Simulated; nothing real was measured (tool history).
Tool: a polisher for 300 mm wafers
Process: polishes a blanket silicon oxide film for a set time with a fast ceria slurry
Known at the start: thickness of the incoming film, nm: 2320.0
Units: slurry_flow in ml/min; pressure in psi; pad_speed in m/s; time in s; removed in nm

run 1 hour=0 | slurry_flow=145 pressure=2.4 pad_speed=0.88 time=47 | removed=511.99
run 2 hour=5 | slurry_flow=140 pressure=2.3 pad_speed=0.88 time=47 | removed=490.87
run 3 hour=11.7 | slurry_flow=135 pressure=2.2 pad_speed=0.88 time=47 | removed=462.06
run 4 hour=14.9 | slurry_flow=135 pressure=2.2 pad_speed=0.78 time=47 | removed=414.6
-- hour=17.8 head pressure recalibrated
run 5 hour=17.8 | slurry_flow=135 pressure=2.2 pad_speed=0.6 time=47 | removed=366.74
run 6 hour=23.6 | slurry_flow=105 pressure=2.2 pad_speed=0.6 time=47 | removed=338.04
run 7 hour=31.6 | slurry_flow=115 pressure=2.2 pad_speed=0.6 time=47 | removed=345.25

Forecast run 8:
run 8 hour=36.8 | slurry_flow=120 pressure=2.2 pad_speed=0.6 time=47 | removed=?

{"run 8": {"removed": 350.54}}

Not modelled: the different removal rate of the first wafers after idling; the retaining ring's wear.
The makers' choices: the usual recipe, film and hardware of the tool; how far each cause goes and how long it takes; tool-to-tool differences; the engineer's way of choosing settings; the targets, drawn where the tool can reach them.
